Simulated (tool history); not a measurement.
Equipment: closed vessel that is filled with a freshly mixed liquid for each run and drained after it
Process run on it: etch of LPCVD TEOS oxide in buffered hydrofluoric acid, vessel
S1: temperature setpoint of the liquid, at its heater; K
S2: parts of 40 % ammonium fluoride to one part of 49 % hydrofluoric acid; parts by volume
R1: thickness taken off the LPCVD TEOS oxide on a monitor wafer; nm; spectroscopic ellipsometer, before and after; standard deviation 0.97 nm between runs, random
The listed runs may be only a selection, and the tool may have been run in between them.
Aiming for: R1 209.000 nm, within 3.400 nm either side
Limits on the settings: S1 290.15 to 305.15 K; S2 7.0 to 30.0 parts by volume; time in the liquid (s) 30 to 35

{"run": 1, "hour": 0.0, "S1": 298.15, "S2": 20.0, "time in the liquid (s)": 35, "R1": 89.838}
{"run": 2, "hour": 3.1, "S1": 299.15, "S2": 18.0, "time in the liquid (s)": 35, "R1": 104.86}
{"run": 3, "hour": 5.0, "S1": 299.15, "S2": 18.0, "time in the liquid (s)": 30, "R1": 90.623}
{"run": 4, "hour": 14.0, "S1": 299.15, "S2": 20.5, "time in the liquid (s)": 30, "R1": 78.557}
{"run": 5, "hour": 21.2, "S1": 300.15, "S2": 18.5, "time in the liquid (s)": 30, "R1": 92.539}
{"run": 6, "hour": 29.4, "S1": 301.15, "S2": 16.5, "time in the liquid (s)": 30, "R1": 108.87}
{"run": 7, "hour": 36.6, "S1": 301.65, "S2": 15.0, "time in the liquid (s)": 30, "R1": 122.96}
{"run": 8, "hour": 43.7, "S1": 302.15, "S2": 14.0, "time in the liquid (s)": 30, "R1": 135.96}
{"hour": 45.2, "done": "hydrofluoric acid flow meter replaced"}
{"run": 9, "hour": 45.2, "S1": 305.15, "S2": 8.0, "time in the liquid (s)": 30, "R1": 240.49}
{"run": 10, "hour": 46.0, "S1": 304.65, "S2": 8.0, "time in the liquid (s)": 30, "R1": 233.94}
{"run": 11, "hour": 50.1, "S1": 304.15, "S2": 8.0, "time in the liquid (s)": 30, "R1": 227.66}
{"run": 12, "hour": 57.2, "S1": 303.15, "S2": 8.0, "time in the liquid (s)": 30, "R1": 218.15}

Exercise: of the 4 proposed moves below, exactly one satisfies all targets within the stated allowed misses. Which move is it?
{"run": "A", "hour": 64.3, "S1": 301.15, "S2": 7.5, "time in the liquid (s)": 30, "R1": "?"}
{"run": "B", "hour": 64.3, "S1": 300.15, "S2": 8.0, "time in the liquid (s)": 35, "R1": "?"}
{"run": "C", "hour": 64.3, "S1": 304.65, "S2": 8.5, "time in the liquid (s)": 30, "R1": "?"}
{"run": "D", "hour": 64.3, "S1": 303.15, "S2": 9.0, "time in the liquid (s)": 35, "R1": "?"}

move=A R1=209.830
move=B R1=216.480
move=C R1=220.220
move=D R1=223.310
A: all results land within tolerance of their targets
B: moves toward the targets from the last run without getting all of them in spec
C: further off than the last run
D: further off than the last run
Go with A: it meets all targets.
